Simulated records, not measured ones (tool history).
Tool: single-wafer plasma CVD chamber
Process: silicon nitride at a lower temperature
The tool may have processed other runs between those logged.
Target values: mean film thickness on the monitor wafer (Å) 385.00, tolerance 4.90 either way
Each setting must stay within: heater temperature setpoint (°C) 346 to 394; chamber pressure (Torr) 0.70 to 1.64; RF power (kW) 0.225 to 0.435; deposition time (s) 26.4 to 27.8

run  hour  heater temperature setpoint (°C)  chamber pressure (Torr)  RF power (kW)  deposition time (s)  mean film thickness on the monitor wafer (Å)
  1   0.0                               370                     1.17          0.330                 27.8                                        340.51
  2   9.0                               370                     1.22          0.330                 27.8                                        344.90
  3  11.7                               370                     1.32          0.330                 27.8                                        348.59
  4  16.4                               370                     1.32          0.330                 27.8                                        348.29
  5  22.4                               370                     1.32          0.345                 27.8                                        358.81
  6  31.2                               370                     1.35          0.345                 27.8                                        358.62
  7  39.2                               370                     1.38          0.350                 27.8                                        362.86
  8  41.4                               370                     1.40          0.350                 27.8                                        364.73
  9  42.6                               370                     1.42          0.350                 27.8                                        365.14
 10  47.5                               370                     1.44          0.350                 27.8                                        367.59
 11  54.0                               370                     1.46          0.350                 27.8                                        366.72
 12  54.8                               370                     1.47          0.350                 27.8                                        369.12

Consider the 4 candidate settings below. Which is the only one whose results all fall within their allowed miss of target?
  A  55.6                               373                     1.56          0.330                 26.4                                             ?
  B  55.6                               382                     1.53          0.415                 27.8                                             ?
  C  55.6                               384                     1.63          0.385                 27.2                                             ?
  D  55.6                               361                     1.64          0.410                 26.9                                             ?

move  mean film thickness on the monitor wafer (Å)
   A                                        346.47
   B                                        399.47
   C                                        383.48
   D                                        394.78
A: further off than the last run
B: moves the result that the last run missed by most past its target, out the other side
C: in spec on every target
D: moves the result that the last run missed by most past its target, out the other side
Correct choice: C, which meets every target
